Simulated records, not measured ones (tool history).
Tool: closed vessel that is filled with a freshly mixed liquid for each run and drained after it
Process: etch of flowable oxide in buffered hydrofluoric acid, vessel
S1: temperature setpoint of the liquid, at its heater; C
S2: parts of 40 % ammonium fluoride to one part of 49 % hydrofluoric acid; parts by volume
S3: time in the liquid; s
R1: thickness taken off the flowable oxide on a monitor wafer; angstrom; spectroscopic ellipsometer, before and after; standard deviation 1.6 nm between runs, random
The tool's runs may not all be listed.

run 1 hour=0 | S1=20 S2=13 S3=105 | R1=2337.7
run 2 hour=7 | S1=19 S2=13.5 S3=105 | R1=2183.2
run 3 hour=14.6 | S1=19 S2=13.5 S3=110 | R1=2243.7
run 4 hour=15.5 | S1=17 S2=13.5 S3=110 | R1=2026.1
run 5 hour=23.8 | S1=19.5 S2=13.5 S3=110 | R1=2339.6
run 6 hour=30.3 | S1=21 S2=13.5 S3=110 | R1=2525.5
run 7 hour=37.6 | S1=20 S2=14.5 S3=110 | R1=2207.4

For run 8, what comes out?
run 8 hour=45.9 | S1=19 S2=15 S3=110 | R1=?

R1: 2024.8 angstrom

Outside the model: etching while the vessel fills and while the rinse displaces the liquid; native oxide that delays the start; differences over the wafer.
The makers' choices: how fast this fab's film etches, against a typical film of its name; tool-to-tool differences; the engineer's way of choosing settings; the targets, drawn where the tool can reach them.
